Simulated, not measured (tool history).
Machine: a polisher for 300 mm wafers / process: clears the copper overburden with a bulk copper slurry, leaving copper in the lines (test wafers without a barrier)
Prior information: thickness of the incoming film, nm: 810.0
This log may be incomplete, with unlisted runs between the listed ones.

| run | day | flow of slurry (ml/min) | pressure of the wafer on the pad (psi) | speed of the pad under the wafer (m/s) | abrasive content of the slurry | overpolish time after the end point (s) | time until the end point was called (s) | dishing of a wide line in a test structure (Å) |
|---|---|---|---|---|---|---|---|---|
| 1 | 0.000 | 185 | 1.9 | 0.88 | 1.0 | 11 | 197.09 | 238.46 |
| 2 | 0.142 | 185 | 1.9 | 1.02 | 1.0 | 11 | 174.45 | 262.18 |
| 3 | 0.450 | 180 | 1.8 | 1.02 | 1.0 | 12 | 178.41 | 261.06 |
| 4 | 0.554 | 180 | 1.6 | 1.00 | 1.0 | 14 | 208.75 | 253.08 |
| 5 | 0.900 | 180 | 1.6 | 1.00 | 1.0 | 10 | 206.37 | 222.21 |
| 6 | 1.162 | 180 | 1.5 | 1.00 | 1.0 | 12 | 221.17 | 235.68 |

Run 7, settings as shown, results not yet in. Your forecast:
| 7 | 1.279 | 180 | 1.5 | 1.00 | 1.0 | 13 | ? | ? |

Run 7 gave time until the end point was called (s) 223.60, dishing of a wide line in a test structure (Å) 237.89.
